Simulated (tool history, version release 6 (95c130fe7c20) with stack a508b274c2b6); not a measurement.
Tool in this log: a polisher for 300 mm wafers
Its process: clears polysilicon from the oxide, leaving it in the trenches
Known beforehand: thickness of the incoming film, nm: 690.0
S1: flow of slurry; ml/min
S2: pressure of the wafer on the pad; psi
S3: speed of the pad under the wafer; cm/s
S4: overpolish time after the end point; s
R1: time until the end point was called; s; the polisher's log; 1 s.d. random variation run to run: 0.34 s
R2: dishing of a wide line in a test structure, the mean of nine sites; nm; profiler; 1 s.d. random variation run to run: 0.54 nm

run 1 day=0.000 | S1=155 S2=3.1 S3=118 S4=9 | R1=41.991 R2=56.030
run 2 day=0.046 | S1=155 S2=3.1 S3=118 S4=12 | R1=41.651 R2=58.254
run 3 day=0.162 | S1=160 S2=3.2 S3=118 S4=11 | R1=38.997 R2=57.868
run 4 day=0.533 | S1=135 S2=3.2 S3=118 S4=11 | R1=41.818 R2=59.074
run 5 day=0.742 | S1=150 S2=3.2 S3=118 S4=11 | R1=40.307 R2=59.673
run 6 day=0.833 | S1=165 S2=3.1 S3=128 S4=10 | R1=37.139 R2=57.158

Run 7 comes next. What will it give?
run 7 day=1.092 | S1=175 S2=3.0 S3=134 S4=9 | R1=? R2=?

Run 7 produced R1 37.751 s, R2 58.581 nm.
